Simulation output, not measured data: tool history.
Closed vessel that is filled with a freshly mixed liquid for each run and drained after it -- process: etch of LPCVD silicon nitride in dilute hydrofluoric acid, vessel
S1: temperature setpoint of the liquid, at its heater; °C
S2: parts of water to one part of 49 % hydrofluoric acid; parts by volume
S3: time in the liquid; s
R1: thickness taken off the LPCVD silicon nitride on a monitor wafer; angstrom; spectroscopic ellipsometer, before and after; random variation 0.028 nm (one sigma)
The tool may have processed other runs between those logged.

run,day,S1,S2,S3,R1
1,0.000,23.0,200,990,25.533
2,0.112,24.0,200,990,27.881
3,0.400,24.0,200,785,22.025
4,0.800,25.0,195,785,23.931
5,1.083,22.0,195,785,19.579
6,1.154,23.0,195,785,21.025
7,1.408,24.0,195,785,22.333
8,1.779,25.0,195,785,23.942
9,2.175,26.0,195,785,25.350
10,2.417,27.0,195,785,26.744
11,2.638,27.5,195,785,28.352
12,2.992,28.0,195,785,28.174
13,3.362,28.5,195,785,29.745

The next listed run, before its measurement:
14,3.567,29.0,195,785,?

R1: 30.398 angstrom
